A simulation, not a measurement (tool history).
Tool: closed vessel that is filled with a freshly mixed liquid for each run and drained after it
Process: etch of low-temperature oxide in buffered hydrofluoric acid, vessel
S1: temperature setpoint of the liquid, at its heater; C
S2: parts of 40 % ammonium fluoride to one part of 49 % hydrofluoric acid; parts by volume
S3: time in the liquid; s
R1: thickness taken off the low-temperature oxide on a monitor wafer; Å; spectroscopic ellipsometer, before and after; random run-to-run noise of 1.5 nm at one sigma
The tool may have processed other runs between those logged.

Run 1, day 0: S1 21 C, S2 7.5 parts by volume, S3 90 s. Result: R1 3071.9 Å.
Run 2, day 0.112: S1 21 C, S2 9.5 parts by volume, S3 90 s. Result: R1 2437.4 Å.
Run 3, day 0.342: S1 19.5 C, S2 9.5 parts by volume, S3 90 s. Result: R1 2211.5 Å.
Run 4, day 0.375: S1 17 C, S2 9.5 parts by volume, S3 90 s. Result: R1 1905.5 Å.
Run 5, day 0.638: S1 17 C, S2 11 parts by volume, S3 90 s. Result: R1 1703.4 Å.
Run 6, day 0.75: S1 17 C, S2 11 parts by volume, S3 90 s. Result: R1 1714.3 Å.

What does the tool deliver on the next run?
Run 7, day 0.971: S1 17.5 C, S2 11 parts by volume, S3 90 s. Result: R1 ?.

R1: 1756.1 Å
